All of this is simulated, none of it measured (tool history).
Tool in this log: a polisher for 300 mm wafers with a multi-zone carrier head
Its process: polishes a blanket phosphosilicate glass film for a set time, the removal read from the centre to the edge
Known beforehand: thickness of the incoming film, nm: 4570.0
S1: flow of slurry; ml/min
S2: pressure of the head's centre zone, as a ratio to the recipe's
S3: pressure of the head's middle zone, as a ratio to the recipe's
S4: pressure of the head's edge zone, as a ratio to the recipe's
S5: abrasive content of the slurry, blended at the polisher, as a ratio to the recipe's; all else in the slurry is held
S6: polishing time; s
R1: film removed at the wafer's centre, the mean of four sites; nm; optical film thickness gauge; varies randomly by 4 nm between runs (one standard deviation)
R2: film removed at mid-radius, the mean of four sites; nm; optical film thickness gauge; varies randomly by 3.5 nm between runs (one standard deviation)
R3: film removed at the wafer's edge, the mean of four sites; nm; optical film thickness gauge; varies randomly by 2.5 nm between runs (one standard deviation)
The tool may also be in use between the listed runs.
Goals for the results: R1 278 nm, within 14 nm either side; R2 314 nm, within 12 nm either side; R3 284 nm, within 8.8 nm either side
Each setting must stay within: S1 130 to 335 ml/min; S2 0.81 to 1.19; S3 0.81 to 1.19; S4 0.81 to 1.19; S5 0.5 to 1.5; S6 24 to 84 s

run  hour   S1    S2    S3    S4    S5  S6      R1      R2      R3
  1     0  215     1     1     1     1  54   551.2  572.81  585.85
  2   6.5  265     1     1     1     1  54  576.43  592.24   591.3
  3    11  270  0.99     1  0.99  0.95  51  530.13  561.57  548.04
  4  13.6  270  0.99  0.99  0.98   0.9  48  495.78  509.06  509.43
  5  16.9  270  0.99  0.99  0.98  0.75  48  461.49  481.05  482.31
  6  24.7  275  0.99     1  0.97   0.7  45  428.55  445.49  436.79
  7  26.4  275  0.99     1  0.97   0.7  45  423.33  449.73  435.36
  8  28.9  270  0.98     1  0.95  0.65  43  399.41  413.75  410.23

Which one of the following 4 next-run settings gets every result inside its allowed miss? There is exactly one.
  A  31.4  255  0.85  1.06  1.04   0.6  32   ?   ?   ?
  B  31.4  315  1.07  1.12  0.93   0.8  28   ?   ?   ?
  C  31.4  225  1.05  0.84  0.96  0.55  33   ?   ?   ?
  D  31.4  270  1.01  1.19  1.02   0.5  31   ?   ?   ?

move      R1      R2      R3
   A  250.35  311.11  311.81
   B  304.97  307.43  283.07
   C  307.07  278.56  299.79
   D  278.35  306.94   287.5
A: closes in on the targets versus the last run, not all within tolerance yet
B: puts the biggest miss on target and leaves a different result outside tolerance
C: closes in on the targets versus the last run, not all within tolerance yet
D: all results in spec
The move that meets every target is D.
